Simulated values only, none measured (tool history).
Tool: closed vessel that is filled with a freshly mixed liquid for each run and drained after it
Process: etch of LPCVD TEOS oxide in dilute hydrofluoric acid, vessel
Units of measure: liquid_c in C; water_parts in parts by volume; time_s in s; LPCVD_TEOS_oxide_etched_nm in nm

{"run": 1, "hour": 0.0, "liquid_c": 22.0, "water_parts": 145, "time_s": 95, "LPCVD_TEOS_oxide_etched_nm": 24.601}
{"run": 2, "hour": 2.6, "liquid_c": 20.0, "water_parts": 145, "time_s": 95, "LPCVD_TEOS_oxide_etched_nm": 22.563}
{"run": 3, "hour": 10.8, "liquid_c": 23.0, "water_parts": 120, "time_s": 95, "LPCVD_TEOS_oxide_etched_nm": 31.904}
{"run": 4, "hour": 14.9, "liquid_c": 25.0, "water_parts": 105, "time_s": 95, "LPCVD_TEOS_oxide_etched_nm": 40.076}
{"run": 5, "hour": 17.4, "liquid_c": 26.5, "water_parts": 95, "time_s": 95, "LPCVD_TEOS_oxide_etched_nm": 47.419}
{"run": 6, "hour": 19.8, "liquid_c": 26.5, "water_parts": 95, "time_s": 100, "LPCVD_TEOS_oxide_etched_nm": 50.171}
{"hour": 26.8, "done": "hydrofluoric acid flow meter replaced"}
{"run": 7, "hour": 26.8, "liquid_c": 30.0, "water_parts": 80, "time_s": 100, "LPCVD_TEOS_oxide_etched_nm": 80.037}
{"run": 8, "hour": 30.9, "liquid_c": 27.0, "water_parts": 80, "time_s": 100, "LPCVD_TEOS_oxide_etched_nm": 69.981}

What will run 9 give?
{"run": 9, "hour": 32.1, "liquid_c": 26.0, "water_parts": 80, "time_s": 100, "LPCVD_TEOS_oxide_etched_nm": "?"}

{"run 9": {"LPCVD_TEOS_oxide_etched_nm": 66.577}}
